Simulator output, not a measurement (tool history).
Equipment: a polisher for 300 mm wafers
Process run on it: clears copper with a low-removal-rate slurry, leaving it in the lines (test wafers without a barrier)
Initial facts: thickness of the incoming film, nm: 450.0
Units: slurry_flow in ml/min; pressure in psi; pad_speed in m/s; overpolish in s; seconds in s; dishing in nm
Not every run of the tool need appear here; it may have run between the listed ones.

Run 1, day 0.000: slurry_flow 235 ml/min, pressure 2.9 psi, pad_speed 0.96 m/s, slurry_solids 1.00, overpolish 21 s. Result: seconds 145.97 s, dishing 42.838 nm.
Run 2, day 0.038: slurry_flow 235 ml/min, pressure 2.9 psi, pad_speed 0.96 m/s, slurry_solids 0.85, overpolish 21 s. Result: seconds 154.02 s, dishing 40.360 nm.
Run 3, day 0.350: slurry_flow 235 ml/min, pressure 2.9 psi, pad_speed 0.96 m/s, slurry_solids 0.95, overpolish 21 s. Result: seconds 149.38 s, dishing 42.244 nm.
Run 4, day 0.496: slurry_flow 235 ml/min, pressure 2.9 psi, pad_speed 0.96 m/s, slurry_solids 0.95, overpolish 25 s. Result: seconds 146.04 s, dishing 48.687 nm.
Run 5, day 0.854: slurry_flow 245 ml/min, pressure 3.3 psi, pad_speed 1.00 m/s, slurry_solids 0.80, overpolish 19 s. Result: seconds 134.70 s, dishing 41.576 nm.
Run 6, day 0.921: slurry_flow 265 ml/min, pressure 3.6 psi, pad_speed 1.02 m/s, slurry_solids 0.70, overpolish 15 s. Result: seconds 126.39 s, dishing 36.928 nm.
Run 7, day 1.200: slurry_flow 290 ml/min, pressure 3.9 psi, pad_speed 1.02 m/s, slurry_solids 0.65, overpolish 12 s. Result: seconds 120.53 s, dishing 31.848 nm.
Run 8, day 1.533: slurry_flow 295 ml/min, pressure 4.5 psi, pad_speed 1.06 m/s, slurry_solids 0.60, overpolish 6 s. Result: seconds 104.27 s, dishing 19.282 nm.

What will run 9 give?
Run 9, day 1.608: slurry_flow 295 ml/min, pressure 4.4 psi, pad_speed 1.08 m/s, slurry_solids 0.60, overpolish 8 s. Result: seconds ?, dishing ?.

Run 9 produced seconds 106.23 s, dishing 24.934 nm.

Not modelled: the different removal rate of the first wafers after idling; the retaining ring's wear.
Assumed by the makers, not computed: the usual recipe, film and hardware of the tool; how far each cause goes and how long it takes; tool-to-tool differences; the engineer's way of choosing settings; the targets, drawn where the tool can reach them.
